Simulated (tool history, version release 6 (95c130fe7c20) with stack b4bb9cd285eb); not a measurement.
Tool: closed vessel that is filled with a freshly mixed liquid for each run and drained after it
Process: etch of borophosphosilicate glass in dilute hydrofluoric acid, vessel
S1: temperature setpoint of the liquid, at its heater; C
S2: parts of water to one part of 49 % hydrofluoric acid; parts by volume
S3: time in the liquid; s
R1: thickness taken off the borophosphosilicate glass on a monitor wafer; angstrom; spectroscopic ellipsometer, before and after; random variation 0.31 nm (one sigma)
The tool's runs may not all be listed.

run,day,S1,S2,S3,R1
1,0,22,105,95,508.6
2,0.162,25,105,95,572.15
3,0.475,23,105,95,529.34
4,0.533,23,105,100,556
5,0.846,22,105,100,530.2
6,0.912,21,105,100,515.22
7,1.246,17,115,100,394.25

The next listed run, before its measurement:
8,1.462,17.5,115,100,?

{"run 8": {"R1": 404.6}}
